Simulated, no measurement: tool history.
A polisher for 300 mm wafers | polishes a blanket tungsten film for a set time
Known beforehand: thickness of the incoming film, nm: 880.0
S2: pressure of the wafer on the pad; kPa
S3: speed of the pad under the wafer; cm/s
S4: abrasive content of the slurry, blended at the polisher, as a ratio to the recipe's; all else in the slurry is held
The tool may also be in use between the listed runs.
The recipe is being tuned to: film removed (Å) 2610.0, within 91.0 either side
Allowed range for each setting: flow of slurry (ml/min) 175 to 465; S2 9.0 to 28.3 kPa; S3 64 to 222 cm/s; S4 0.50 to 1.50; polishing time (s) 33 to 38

run 1 hour=0.0 | flow_of_slurry_(ml/min)=295 S2=18.6 S3=142 S4=1.00 polishing_time_(s)=38 | film_removed_(Å)=1537.8
run 2 hour=5.5 | flow_of_slurry_(ml/min)=295 S2=21.4 S3=142 S4=1.00 polishing_time_(s)=38 | film_removed_(Å)=1780.8
run 3 hour=9.9 | flow_of_slurry_(ml/min)=295 S2=23.4 S3=142 S4=1.00 polishing_time_(s)=38 | film_removed_(Å)=1932.0
run 4 hour=12.3 | flow_of_slurry_(ml/min)=245 S2=23.4 S3=142 S4=1.00 polishing_time_(s)=38 | film_removed_(Å)=1898.6
run 5 hour=20.5 | flow_of_slurry_(ml/min)=285 S2=23.4 S3=142 S4=1.00 polishing_time_(s)=38 | film_removed_(Å)=1937.7
run 6 hour=26.2 | flow_of_slurry_(ml/min)=290 S2=24.8 S3=144 S4=1.00 polishing_time_(s)=38 | film_removed_(Å)=2050.7
run 7 hour=32.4 | flow_of_slurry_(ml/min)=290 S2=25.5 S3=148 S4=1.00 polishing_time_(s)=38 | film_removed_(Å)=2202.9
run 8 hour=40.2 | flow_of_slurry_(ml/min)=290 S2=26.2 S3=150 S4=1.00 polishing_time_(s)=38 | film_removed_(Å)=2241.7
run 9 hour=40.9 | flow_of_slurry_(ml/min)=290 S2=26.9 S3=154 S4=1.00 polishing_time_(s)=38 | film_removed_(Å)=2376.5
run 10 hour=47.0 | flow_of_slurry_(ml/min)=290 S2=27.6 S3=156 S4=1.00 polishing_time_(s)=38 | film_removed_(Å)=2464.1
run 11 hour=49.9 | flow_of_slurry_(ml/min)=290 S2=27.6 S3=158 S4=1.00 polishing_time_(s)=38 | film_removed_(Å)=2537.4

Pick the move, out of 4, that brings all results within their allowed miss; only one does.
run A hour=52.8 | flow_of_slurry_(ml/min)=345 S2=25.5 S3=192 S4=0.50 polishing_time_(s)=37 | film_removed_(Å)=?
run B hour=52.8 | flow_of_slurry_(ml/min)=300 S2=27.6 S3=172 S4=1.05 polishing_time_(s)=36 | film_removed_(Å)=?
run C hour=52.8 | flow_of_slurry_(ml/min)=315 S2=26.9 S3=154 S4=1.00 polishing_time_(s)=38 | film_removed_(Å)=?
run D hour=52.8 | flow_of_slurry_(ml/min)=300 S2=25.5 S3=164 S4=1.05 polishing_time_(s)=37 | film_removed_(Å)=?

move=A film_removed_(Å)=2331.4
move=B film_removed_(Å)=2581.5
move=C film_removed_(Å)=2370.1
move=D film_removed_(Å)=2346.8
A: lands further from the targets than the last run did
B: every result lands within tolerance
C: lands further from the targets than the last run did
D: lands further from the targets than the last run did
Move B is the one to make.
